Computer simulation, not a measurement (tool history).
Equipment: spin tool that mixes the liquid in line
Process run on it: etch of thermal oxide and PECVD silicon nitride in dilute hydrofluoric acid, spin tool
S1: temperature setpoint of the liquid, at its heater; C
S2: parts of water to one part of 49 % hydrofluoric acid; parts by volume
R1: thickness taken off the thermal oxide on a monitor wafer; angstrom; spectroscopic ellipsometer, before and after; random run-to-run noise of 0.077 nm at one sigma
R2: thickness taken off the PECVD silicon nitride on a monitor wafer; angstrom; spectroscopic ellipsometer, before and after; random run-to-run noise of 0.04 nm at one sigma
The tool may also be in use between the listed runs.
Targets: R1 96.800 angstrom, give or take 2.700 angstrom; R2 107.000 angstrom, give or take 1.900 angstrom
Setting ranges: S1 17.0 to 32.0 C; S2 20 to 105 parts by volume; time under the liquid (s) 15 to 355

{"run": 1, "hour": 0.0, "S1": 24.0, "S2": 55, "time under the liquid (s)": 180, "R1": 169.84, "R2": 188.63}
{"run": 2, "hour": 6.9, "S1": 24.0, "S2": 55, "time under the liquid (s)": 150, "R1": 143.27, "R2": 157.52}
{"run": 3, "hour": 8.5, "S1": 23.0, "S2": 55, "time under the liquid (s)": 150, "R1": 137.59, "R2": 146.52}
{"run": 4, "hour": 13.6, "S1": 23.0, "S2": 60, "time under the liquid (s)": 155, "R1": 128.97, "R2": 139.47}
{"run": 5, "hour": 15.9, "S1": 22.5, "S2": 65, "time under the liquid (s)": 160, "R1": 120.86, "R2": 127.96}
{"run": 6, "hour": 21.9, "S1": 22.5, "S2": 65, "time under the liquid (s)": 90, "R1": 66.932, "R2": 72.237}
{"run": 7, "hour": 24.0, "S1": 23.0, "S2": 60, "time under the liquid (s)": 90, "R1": 74.321, "R2": 80.988}
{"run": 8, "hour": 28.5, "S1": 23.5, "S2": 55, "time under the liquid (s)": 90, "R1": 85.075, "R2": 91.262}
{"run": 9, "hour": 33.7, "S1": 24.0, "S2": 55, "time under the liquid (s)": 90, "R1": 86.127, "R2": 93.734}
{"run": 10, "hour": 36.8, "S1": 24.5, "S2": 55, "time under the liquid (s)": 90, "R1": 87.355, "R2": 97.35}

Below are 5 possible settings for the next run. Only one of them brings all results inside the allowed miss of their targets. Which is it?
{"run": "A", "hour": 39.9, "S1": 31.5, "S2": 60, "time under the liquid (s)": 65, "R1": "?", "R2": "?"}
{"run": "B", "hour": 39.9, "S1": 24.0, "S2": 60, "time under the liquid (s)": 95, "R1": "?", "R2": "?"}
{"run": "C", "hour": 39.9, "S1": 23.5, "S2": 65, "time under the liquid (s)": 125, "R1": "?", "R2": "?"}
{"run": "D", "hour": 39.9, "S1": 17.0, "S2": 45, "time under the liquid (s)": 115, "R1": "?", "R2": "?"}
{"run": "E", "hour": 39.9, "S1": 23.0, "S2": 70, "time under the liquid (s)": 110, "R1": "?", "R2": "?"}

move=A R1=75.632 R2=101.490
move=B R1=82.135 R2=90.935
move=C R1=97.113 R2=106.960
move=D R1=100.450 R2=89.771
move=E R1=77.258 R2=84.622
A: further off than the last run
B: further off than the last run
C: hits every target within its allowed miss
D: further off than the last run
E: further off than the last run
The move that meets every target is C.
